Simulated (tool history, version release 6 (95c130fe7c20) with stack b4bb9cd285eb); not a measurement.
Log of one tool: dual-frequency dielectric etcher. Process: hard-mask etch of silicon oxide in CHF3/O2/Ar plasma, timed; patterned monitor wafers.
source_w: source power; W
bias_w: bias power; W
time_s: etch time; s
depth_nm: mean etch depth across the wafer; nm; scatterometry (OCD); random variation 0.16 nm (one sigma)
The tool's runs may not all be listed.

run 1 day=0 | source_w=740 bias_w=192 time_s=17 | depth_nm=36.498
run 2 day=0.042 | source_w=740 bias_w=192 time_s=15.5 | depth_nm=32.91
run 3 day=0.371 | source_w=740 bias_w=192 time_s=15.5 | depth_nm=33.377
run 4 day=0.675 | source_w=780 bias_w=200 time_s=15.5 | depth_nm=34.398
run 5 day=0.917 | source_w=810 bias_w=209 time_s=15.5 | depth_nm=35.549
run 6 day=1 | source_w=810 bias_w=209 time_s=17 | depth_nm=38.858

The next listed run, before its measurement:
run 7 day=1.254 | source_w=830 bias_w=210 time_s=17 | depth_nm=?

depth_nm: 39.547 nm
